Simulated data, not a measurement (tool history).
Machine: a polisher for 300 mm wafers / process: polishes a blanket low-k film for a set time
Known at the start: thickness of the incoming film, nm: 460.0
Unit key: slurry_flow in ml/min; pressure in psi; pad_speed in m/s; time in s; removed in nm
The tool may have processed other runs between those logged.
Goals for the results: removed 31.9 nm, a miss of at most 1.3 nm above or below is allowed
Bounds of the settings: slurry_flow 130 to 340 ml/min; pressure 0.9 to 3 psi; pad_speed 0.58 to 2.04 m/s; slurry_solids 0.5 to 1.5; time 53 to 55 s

run	hour	slurry_flow	pressure	pad_speed	slurry_solids	time	removed
1	0	220	1.9	1.3	1	53	23.63
2	4	220	2	1.3	1	53	24.32
3	8.3	220	2.1	1.3	1	53	24.51
4	16.9	220	2.2	1.32	1	53	26.398
5	25	220	2.3	1.32	1	53	27.035
6	26.2	220	2.4	1.32	1	53	28.204
7	30.3	220	2.5	1.32	1	53	28.623
8	35.9	220	2.5	1.32	1	53	28.624
9	44.9	220	2.6	1.32	1	53	29.72
10	53.6	220	2.7	1.32	1	53	30.361

Pick the move, out of 4, that brings all results within their allowed miss; only one does.
A	62.3	220	2.8	1.2	0.9	53	?
B	62.3	205	2.9	1.12	0.95	55	?
C	62.3	280	2.7	1.42	0.95	53	?
D	62.3	300	2.7	1.18	0.85	55	?

move	removed
A	27.604
B	28.137
C	32.297
D	27.848
A: lands further from the targets than the last run did
B: lands further from the targets than the last run did
C: in spec on every target
D: lands further from the targets than the last run did
The right move is C.
